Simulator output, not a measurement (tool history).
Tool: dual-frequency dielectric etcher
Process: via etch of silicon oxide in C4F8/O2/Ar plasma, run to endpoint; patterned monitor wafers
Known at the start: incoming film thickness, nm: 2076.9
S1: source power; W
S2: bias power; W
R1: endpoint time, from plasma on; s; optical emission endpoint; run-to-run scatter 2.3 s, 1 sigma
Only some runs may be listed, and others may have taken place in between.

run	hour	S1	S2	R1
1	0	2090	2266	414.49
2	6.1	1960	2241	423.98
3	13.8	1960	2067	438.34
4	14.6	1750	2067	456.11
5	23	1710	2061	456.36
6	25	2030	2061	430.99
7	25.5	1930	2044	435.01
8	28.1	1850	2026	448.45
9	31.4	1790	2016	454.46

Expected results for the next run?
10	32.3	1520	1967	?

R1: 484.38 s

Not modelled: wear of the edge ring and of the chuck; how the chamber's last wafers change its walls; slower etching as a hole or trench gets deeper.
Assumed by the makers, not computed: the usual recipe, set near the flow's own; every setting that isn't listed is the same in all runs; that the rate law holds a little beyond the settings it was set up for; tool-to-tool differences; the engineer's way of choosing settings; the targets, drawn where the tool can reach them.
